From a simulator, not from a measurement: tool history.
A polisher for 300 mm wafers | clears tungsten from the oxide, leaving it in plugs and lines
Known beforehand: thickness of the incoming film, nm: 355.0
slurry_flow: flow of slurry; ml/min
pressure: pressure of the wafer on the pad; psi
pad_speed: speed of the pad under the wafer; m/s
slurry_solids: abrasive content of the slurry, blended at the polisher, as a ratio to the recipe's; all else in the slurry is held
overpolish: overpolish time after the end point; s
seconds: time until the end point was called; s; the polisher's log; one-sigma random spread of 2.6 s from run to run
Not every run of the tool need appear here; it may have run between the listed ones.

run	hour	slurry_flow	pressure	pad_speed	slurry_solids	overpolish	seconds
1	0	300	3.6	0.88	1	4	90.771
2	3.9	300	3.5	0.88	1	4	93.257
3	10	300	3.1	0.88	1	4	98.571
4	17.6	300	3	0.86	1	4	106.45
5	22.6	300	2.9	0.86	1	4	110.51
6	28.5	300	2.9	0.86	1	4	106.34
7	32.2	300	2.8	0.86	1	4	115.38

Run 8 has not been measured yet. What should we expect?
8	36.9	300	2.7	0.86	1	4	?

{"run 8": {"seconds": 116.99}}

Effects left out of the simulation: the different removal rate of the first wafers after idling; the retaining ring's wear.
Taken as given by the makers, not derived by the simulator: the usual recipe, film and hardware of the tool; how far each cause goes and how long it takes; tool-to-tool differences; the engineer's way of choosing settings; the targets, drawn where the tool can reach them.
